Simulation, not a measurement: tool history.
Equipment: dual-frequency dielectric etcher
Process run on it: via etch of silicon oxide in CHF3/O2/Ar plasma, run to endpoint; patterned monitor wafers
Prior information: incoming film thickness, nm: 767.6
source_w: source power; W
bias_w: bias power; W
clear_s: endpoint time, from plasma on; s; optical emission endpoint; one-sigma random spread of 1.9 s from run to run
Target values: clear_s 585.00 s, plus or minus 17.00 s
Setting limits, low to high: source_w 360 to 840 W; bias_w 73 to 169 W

| run | hour | source_w | bias_w | clear_s |
|---|---|---|---|---|
| 1 | 0.0 | 600 | 121 | 436.31 |
| 2 | 6.2 | 570 | 116 | 457.33 |
| 3 | 14.2 | 570 | 133 | 424.79 |
| 4 | 23.1 | 550 | 128 | 442.32 |
| 5 | 24.4 | 550 | 145 | 413.62 |
| 6 | 32.6 | 600 | 145 | 401.02 |
| 7 | 36.1 | 570 | 138 | 420.23 |
| 8 | 44.1 | 550 | 132 | 435.91 |
| 9 | 53.1 | 430 | 108 | 526.46 |
| 10 | 55.7 | 420 | 107 | 536.02 |
| 11 | 60.6 | 410 | 106 | 547.11 |

Which single option among these 4 for the next run brings every result within its allowed miss of target? Just one does.
| A | 65.5 | 440 | 80 | ? |
| B | 65.5 | 400 | 87 | ? |
| C | 65.5 | 360 | 92 | ? |
| D | 65.5 | 420 | 92 | ? |

| move | clear_s |
|---|---|
| A | 619.85 |
| B | 614.00 |
| C | 620.77 |
| D | 583.42 |
A: takes the biggest miss from the last run beyond its target
B: takes the biggest miss from the last run beyond its target
C: takes the biggest miss from the last run beyond its target
D: every result within its allowed miss
Correct choice: D, which meets every target
